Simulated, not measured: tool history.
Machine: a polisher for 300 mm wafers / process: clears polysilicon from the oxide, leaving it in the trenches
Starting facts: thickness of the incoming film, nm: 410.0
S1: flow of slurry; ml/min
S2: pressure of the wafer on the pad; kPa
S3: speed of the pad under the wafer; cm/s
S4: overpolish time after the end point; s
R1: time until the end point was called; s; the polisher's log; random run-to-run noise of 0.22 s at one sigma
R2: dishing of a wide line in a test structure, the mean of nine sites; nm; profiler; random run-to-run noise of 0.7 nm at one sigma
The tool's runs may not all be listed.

run	hour	S1	S2	S3	S4	R1	R2
1	0.0	285	21.4	94	26	29.654	51.463
2	6.8	285	21.4	94	18	30.027	49.721
3	7.3	285	24.8	94	19	25.665	51.580
4	15.2	285	26.2	98	16	23.500	51.196
5	19.7	285	26.2	98	8	23.482	47.981
6	20.5	285	28.3	98	9	21.524	48.215

Run 7 is up next; what results do you expect?
7	29.2	285	29.6	98	11	?	?

R1: 21.216 s
R2: 48.779 nm
